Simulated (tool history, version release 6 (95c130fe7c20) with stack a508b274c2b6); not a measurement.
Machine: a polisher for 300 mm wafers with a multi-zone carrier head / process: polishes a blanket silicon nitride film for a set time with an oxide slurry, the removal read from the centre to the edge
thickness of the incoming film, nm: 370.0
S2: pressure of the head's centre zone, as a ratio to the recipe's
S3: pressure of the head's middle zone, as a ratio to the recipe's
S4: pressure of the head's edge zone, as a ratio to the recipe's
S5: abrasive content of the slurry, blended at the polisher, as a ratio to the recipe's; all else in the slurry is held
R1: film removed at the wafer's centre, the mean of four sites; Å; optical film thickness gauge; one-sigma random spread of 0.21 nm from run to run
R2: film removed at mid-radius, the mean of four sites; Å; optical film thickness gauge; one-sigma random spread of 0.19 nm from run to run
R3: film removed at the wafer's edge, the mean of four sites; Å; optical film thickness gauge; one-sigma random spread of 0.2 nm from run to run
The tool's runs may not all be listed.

{"run": 1, "hour": 0.0, "flow of slurry (ml/min)": 180, "S2": 1, "S3": 1, "S4": 1, "S5": 1, "polishing time (s)": 40, "R1": 263.01, "R2": 266.79, "R3": 266.35}
{"run": 2, "hour": 3.0, "flow of slurry (ml/min)": 180, "S2": 0.99, "S3": 1.01, "S4": 0.98, "S5": 0.9, "polishing time (s)": 39, "R1": 238.34, "R2": 249.7, "R3": 240.81}
{"run": 3, "hour": 10.1, "flow of slurry (ml/min)": 180, "S2": 0.98, "S3": 1, "S4": 0.96, "S5": 0.85, "polishing time (s)": 38, "R1": 228.45, "R2": 226.96, "R3": 218.78}
{"run": 4, "hour": 11.8, "flow of slurry (ml/min)": 175, "S2": 0.95, "S3": 1, "S4": 0.95, "S5": 0.8, "polishing time (s)": 38, "R1": 209.11, "R2": 226.29, "R3": 211.2}
{"run": 5, "hour": 12.9, "flow of slurry (ml/min)": 175, "S2": 0.94, "S3": 0.99, "S4": 0.93, "S5": 0.75, "polishing time (s)": 38, "R1": 200.59, "R2": 210.6, "R3": 201.57}
{"run": 6, "hour": 16.5, "flow of slurry (ml/min)": 140, "S2": 0.94, "S3": 0.99, "S4": 0.93, "S5": 0.75, "polishing time (s)": 38, "R1": 191.27, "R2": 199.43, "R3": 196.55}
{"run": 7, "hour": 20.7, "flow of slurry (ml/min)": 160, "S2": 0.92, "S3": 1.04, "S4": 0.83, "S5": 0.5, "polishing time (s)": 35, "R1": 136.14, "R2": 149.92, "R3": 131.47}
{"run": 8, "hour": 22.4, "flow of slurry (ml/min)": 170, "S2": 0.92, "S3": 1.04, "S4": 0.85, "S5": 0.5, "polishing time (s)": 35, "R1": 134.89, "R2": 155.57, "R3": 136.91}

Run 9 has not been measured yet. What should we expect?
{"run": 9, "hour": 31.3, "flow of slurry (ml/min)": 180, "S2": 0.93, "S3": 1.04, "S4": 0.86, "S5": 0.5, "polishing time (s)": 35, "R1": "?", "R2": "?", "R3": "?"}

Run 9 yielded R1 139.16 Å, R2 156.99 Å, R3 137.29 Å.

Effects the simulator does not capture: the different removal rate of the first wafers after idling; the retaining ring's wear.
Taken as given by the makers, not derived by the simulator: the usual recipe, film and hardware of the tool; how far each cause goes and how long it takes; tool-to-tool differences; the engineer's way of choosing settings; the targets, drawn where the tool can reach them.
